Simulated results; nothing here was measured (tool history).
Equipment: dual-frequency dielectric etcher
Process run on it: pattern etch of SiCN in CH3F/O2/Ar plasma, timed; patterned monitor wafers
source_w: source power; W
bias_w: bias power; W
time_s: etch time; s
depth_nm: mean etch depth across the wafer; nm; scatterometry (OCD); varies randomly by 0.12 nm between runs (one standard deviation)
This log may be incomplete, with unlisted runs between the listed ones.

{"run": 1, "hour": 0.0, "source_w": 280, "bias_w": 82, "time_s": 121, "depth_nm": 37.74}
{"run": 2, "hour": 8.4, "source_w": 300, "bias_w": 84, "time_s": 121, "depth_nm": 38.974}
{"run": 3, "hour": 11.4, "source_w": 310, "bias_w": 86, "time_s": 121, "depth_nm": 39.982}
{"run": 4, "hour": 17.2, "source_w": 340, "bias_w": 86, "time_s": 121, "depth_nm": 41.385}
{"run": 5, "hour": 22.5, "source_w": 340, "bias_w": 76, "time_s": 121, "depth_nm": 40.136}
{"run": 6, "hour": 23.1, "source_w": 340, "bias_w": 76, "time_s": 121, "depth_nm": 40.029}

Forecast run 7:
{"run": 7, "hour": 31.9, "source_w": 350, "bias_w": 77, "time_s": 121, "depth_nm": "?"}

{"run 7": {"depth_nm": 40.653}}

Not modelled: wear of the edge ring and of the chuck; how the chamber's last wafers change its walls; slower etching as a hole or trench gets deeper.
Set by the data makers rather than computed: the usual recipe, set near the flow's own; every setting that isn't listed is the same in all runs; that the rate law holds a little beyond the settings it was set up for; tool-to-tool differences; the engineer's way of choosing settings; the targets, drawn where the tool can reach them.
